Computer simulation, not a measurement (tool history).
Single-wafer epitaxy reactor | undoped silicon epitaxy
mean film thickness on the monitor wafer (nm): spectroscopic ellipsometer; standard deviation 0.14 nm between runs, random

run  hour  wafer temperature setpoint (pyrometer-controlled) (K)  deposition time (s)  mean film thickness on the monitor wafer (nm)
  1   0.0                                                 933.15                  170                                         36.513
  2   8.9                                                 933.15                  152                                         32.689
  3  10.5                                                 938.15                  152                                         35.970
  4  16.4                                                 947.15                  152                                         42.495
  5  25.0                                                 941.15                  152                                         37.921
  6  33.5                                                 943.15                  152                                         39.396
  7  40.2                                                 945.15                  152                                         40.908
  8  46.2                                                 946.15                  152                                         41.810
  9  53.3                                                 947.15                  152                                         42.303
 10  58.1                                                 948.15                  152                                         43.027

Estimate the outcome of run 11 from the log above:
 11  60.2                                                 949.15                  152                                              ?

mean film thickness on the monitor wafer (nm): 43.858
